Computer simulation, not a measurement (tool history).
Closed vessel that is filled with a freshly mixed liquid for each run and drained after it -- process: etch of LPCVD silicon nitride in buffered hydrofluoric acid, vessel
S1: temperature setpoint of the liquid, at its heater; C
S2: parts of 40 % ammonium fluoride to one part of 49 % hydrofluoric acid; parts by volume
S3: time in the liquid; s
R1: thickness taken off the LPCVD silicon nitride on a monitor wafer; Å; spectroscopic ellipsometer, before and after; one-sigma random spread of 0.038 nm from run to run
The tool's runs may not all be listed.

| run | hour | S1 | S2 | S3 | R1 |
|---|---|---|---|---|---|
| 1 | 0.0 | 25.0 | 8.5 | 285 | 40.095 |
| 2 | 5.0 | 25.0 | 10.5 | 285 | 33.386 |
| 3 | 11.7 | 22.5 | 10.5 | 285 | 29.179 |
| 4 | 17.7 | 22.5 | 8.0 | 285 | 37.076 |
| 5 | 20.8 | 22.5 | 6.5 | 285 | 46.112 |
| 6 | 28.2 | 23.5 | 6.5 | 285 | 48.629 |

Predict the results of run 7:
| 7 | 32.1 | 24.0 | 6.5 | 285 | ? |

For run 7 the tool returned R1 49.074 Å.
